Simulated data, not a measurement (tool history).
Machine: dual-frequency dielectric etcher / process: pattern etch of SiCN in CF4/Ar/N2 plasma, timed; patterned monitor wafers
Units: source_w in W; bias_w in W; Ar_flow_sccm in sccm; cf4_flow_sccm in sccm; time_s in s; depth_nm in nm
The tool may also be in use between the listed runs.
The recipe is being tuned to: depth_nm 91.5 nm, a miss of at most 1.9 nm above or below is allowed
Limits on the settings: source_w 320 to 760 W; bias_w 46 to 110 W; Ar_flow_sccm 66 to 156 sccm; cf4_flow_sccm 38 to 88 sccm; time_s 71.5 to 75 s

Run 1, hour 0: source_w 540 W, bias_w 78 W, Ar_flow_sccm 111 sccm, cf4_flow_sccm 63 sccm, time_s 71.5 s. Result: depth_nm 73.675 nm.
Run 2, hour 2.8: source_w 580 W, bias_w 79 W, Ar_flow_sccm 111 sccm, cf4_flow_sccm 63 sccm, time_s 71.5 s. Result: depth_nm 79.146 nm.
Run 3, hour 5.6: source_w 580 W, bias_w 79 W, Ar_flow_sccm 111 sccm, cf4_flow_sccm 63 sccm, time_s 71.5 s. Result: depth_nm 78.905 nm.
Run 4, hour 14.1: source_w 580 W, bias_w 68 W, Ar_flow_sccm 111 sccm, cf4_flow_sccm 63 sccm, time_s 71.5 s. Result: depth_nm 75.648 nm.
Run 5, hour 17.2: source_w 620 W, bias_w 68 W, Ar_flow_sccm 111 sccm, cf4_flow_sccm 63 sccm, time_s 71.5 s. Result: depth_nm 80.523 nm.
Run 6, hour 18.6: source_w 640 W, bias_w 68 W, Ar_flow_sccm 111 sccm, cf4_flow_sccm 63 sccm, time_s 71.5 s. Result: depth_nm 82.982 nm.
Run 7, hour 27.6: source_w 660 W, bias_w 68 W, Ar_flow_sccm 111 sccm, cf4_flow_sccm 63 sccm, time_s 71.5 s. Result: depth_nm 85.161 nm.
Run 8, hour 33.4: source_w 670 W, bias_w 68 W, Ar_flow_sccm 111 sccm, cf4_flow_sccm 63 sccm, time_s 71.5 s. Result: depth_nm 86.089 nm.
Run 9, hour 39: source_w 680 W, bias_w 68 W, Ar_flow_sccm 111 sccm, cf4_flow_sccm 63 sccm, time_s 71.5 s. Result: depth_nm 87.23 nm.
Run 10, hour 43.7: source_w 690 W, bias_w 68 W, Ar_flow_sccm 111 sccm, cf4_flow_sccm 63 sccm, time_s 71.5 s. Result: depth_nm 88.303 nm.

5 next moves are on the table. One of them brings every result within its allowed miss. Which?
Run A, hour 48.4: source_w 670 W, bias_w 68 W, Ar_flow_sccm 112 sccm, cf4_flow_sccm 63 sccm, time_s 73 s. Result: depth_nm ?.
Run B, hour 48.4: source_w 680 W, bias_w 63 W, Ar_flow_sccm 121 sccm, cf4_flow_sccm 56 sccm, time_s 74.5 s. Result: depth_nm ?.
Run C, hour 48.4: source_w 720 W, bias_w 65 W, Ar_flow_sccm 128 sccm, cf4_flow_sccm 70 sccm, time_s 72.5 s. Result: depth_nm ?.
Run D, hour 48.4: source_w 680 W, bias_w 64 W, Ar_flow_sccm 121 sccm, cf4_flow_sccm 68 sccm, time_s 72.5 s. Result: depth_nm ?.
Run E, hour 48.4: source_w 680 W, bias_w 68 W, Ar_flow_sccm 111 sccm, cf4_flow_sccm 65 sccm, time_s 71.5 s. Result: depth_nm ?.

move  depth_nm
   A    87.889
   B    86.538
   C    91.094
   D    86.675
   E    87.715
A: lands further from the targets than the last run did
B: lands further from the targets than the last run did
C: hits every target within its allowed miss
D: lands further from the targets than the last run did
E: lands further from the targets than the last run did
Move C is the one to make.
